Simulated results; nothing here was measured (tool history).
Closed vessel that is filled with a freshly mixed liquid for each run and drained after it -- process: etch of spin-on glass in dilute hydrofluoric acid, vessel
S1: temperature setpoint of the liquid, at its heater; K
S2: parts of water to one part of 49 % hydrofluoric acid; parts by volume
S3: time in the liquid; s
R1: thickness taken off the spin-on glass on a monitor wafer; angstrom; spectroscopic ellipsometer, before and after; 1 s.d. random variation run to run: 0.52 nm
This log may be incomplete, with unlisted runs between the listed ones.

Run 1, hour 0.0: S1 294.15 K, S2 40 parts by volume, S3 95 s. Result: R1 948.99 angstrom.
Run 2, hour 2.0: S1 296.65 K, S2 40 parts by volume, S3 95 s. Result: R1 1056.40 angstrom.
Run 3, hour 6.8: S1 296.65 K, S2 40 parts by volume, S3 100 s. Result: R1 1120.90 angstrom.
Run 4, hour 9.7: S1 296.65 K, S2 50 parts by volume, S3 100 s. Result: R1 875.36 angstrom.
Run 5, hour 17.8: S1 296.15 K, S2 50 parts by volume, S3 100 s. Result: R1 853.23 angstrom.
Run 6, hour 23.3: S1 299.65 K, S2 50 parts by volume, S3 100 s. Result: R1 990.51 angstrom.
Run 7, hour 31.7: S1 298.15 K, S2 50 parts by volume, S3 100 s. Result: R1 935.75 angstrom.
Run 8, hour 37.1: S1 297.15 K, S2 50 parts by volume, S3 100 s. Result: R1 887.42 angstrom.
Run 9, hour 45.7: S1 296.15 K, S2 50 parts by volume, S3 100 s. Result: R1 859.26 angstrom.
Run 10, hour 49.3: S1 295.65 K, S2 50 parts by volume, S3 100 s. Result: R1 831.00 angstrom.

Run 11, settings as shown, results not yet in. Your forecast:
Run 11, hour 57.6: S1 295.15 K, S2 50 parts by volume, S3 100 s. Result: R1 ?.

R1: 817.44 angstrom
